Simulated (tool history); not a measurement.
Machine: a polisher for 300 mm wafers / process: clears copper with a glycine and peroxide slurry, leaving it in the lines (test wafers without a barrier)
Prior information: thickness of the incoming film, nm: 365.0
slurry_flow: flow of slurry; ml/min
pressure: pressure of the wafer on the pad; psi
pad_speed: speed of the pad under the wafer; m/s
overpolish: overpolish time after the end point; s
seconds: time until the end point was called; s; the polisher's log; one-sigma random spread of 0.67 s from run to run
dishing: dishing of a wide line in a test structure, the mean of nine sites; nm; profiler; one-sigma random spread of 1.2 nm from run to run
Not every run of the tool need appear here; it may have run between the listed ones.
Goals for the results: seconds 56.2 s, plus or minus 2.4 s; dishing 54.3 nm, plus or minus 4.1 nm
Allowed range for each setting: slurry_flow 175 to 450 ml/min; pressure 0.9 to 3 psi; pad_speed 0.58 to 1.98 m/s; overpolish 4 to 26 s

| run | hour | slurry_flow | pressure | pad_speed | overpolish | seconds | dishing |
|---|---|---|---|---|---|---|---|
| 1 | 0 | 290 | 1.9 | 1.28 | 13 | 64.845 | 40.999 |
| 2 | 4.5 | 290 | 1.9 | 1.06 | 13 | 75.918 | 37.375 |
| 3 | 5.8 | 290 | 2.1 | 1.06 | 13 | 68.262 | 38.87 |
| 4 | 11.5 | 290 | 2.2 | 1.06 | 14 | 65.837 | 43.758 |
| 5 | 20.2 | 290 | 2.3 | 1.06 | 14 | 64.279 | 45.429 |
| 6 | 23.6 | 290 | 2.3 | 1.06 | 19 | 64.642 | 56.405 |
| 7 | 30.8 | 290 | 2.4 | 1.06 | 18 | 60.97 | 58.947 |
| 8 | 33.6 | 290 | 2.4 | 1.06 | 17 | 61.06 | 52.905 |
| 9 | 35.8 | 290 | 2.4 | 1.06 | 17 | 62.563 | 53.295 |
| 10 | 39.3 | 290 | 2.5 | 1.06 | 17 | 58.523 | 57.226 |
| 11 | 40.5 | 290 | 2.5 | 1.06 | 16 | 59.181 | 52.222 |

Next run, 4 choices. One meets every target within its allowed miss, the rest don't. Which?
| A | 41.7 | 290 | 2.8 | 1 | 15 | ? | ? |
| B | 41.7 | 310 | 2.4 | 1.04 | 18 | ? | ? |
| C | 41.7 | 275 | 1.7 | 1.52 | 18 | ? | ? |
| D | 41.7 | 240 | 2.8 | 0.82 | 19 | ? | ? |

| move | seconds | dishing |
|---|---|---|
| A | 56.463 | 53.913 |
| B | 62.274 | 56.574 |
| C | 64.314 | 52.761 |
| D | 65.211 | 58.006 |
A: hits every target within its allowed miss
B: misses by more than the last run did
C: misses by more than the last run did
D: misses by more than the last run did
A meets every target.

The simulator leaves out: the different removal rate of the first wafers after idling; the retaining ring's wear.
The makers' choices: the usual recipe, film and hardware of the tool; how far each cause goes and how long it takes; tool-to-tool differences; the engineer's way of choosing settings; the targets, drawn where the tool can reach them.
